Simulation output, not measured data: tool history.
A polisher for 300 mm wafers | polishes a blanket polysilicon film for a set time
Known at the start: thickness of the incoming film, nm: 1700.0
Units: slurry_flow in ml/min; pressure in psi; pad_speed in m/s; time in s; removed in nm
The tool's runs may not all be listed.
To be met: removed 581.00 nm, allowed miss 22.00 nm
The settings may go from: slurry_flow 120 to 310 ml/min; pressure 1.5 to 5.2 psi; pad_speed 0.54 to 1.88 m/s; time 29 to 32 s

run,hour,slurry_flow,pressure,pad_speed,time,removed
1,0.0,200,3.3,1.20,32,282.90
2,5.7,205,3.8,1.24,32,338.28
3,13.6,205,3.8,1.24,29,298.21
4,20.3,205,4.2,1.36,29,361.71
5,25.4,205,4.5,1.46,29,420.05
6,30.8,205,4.5,1.64,29,466.78
7,39.5,205,4.7,1.66,29,491.92
8,48.1,205,4.8,1.68,29,494.67

Which of these 4 next moves meets every target?
A,56.7,190,5.1,1.64,32,?
B,56.7,200,4.2,1.56,29,?
C,56.7,235,4.1,1.62,29,?
D,56.7,190,5.0,1.86,32,?

move,removed
A,579.00
B,416.43
C,431.17
D,642.36
A: meets every target
B: further off than the last run
C: further off than the last run
D: takes the result that was furthest off past its target
Move A is the one to make.
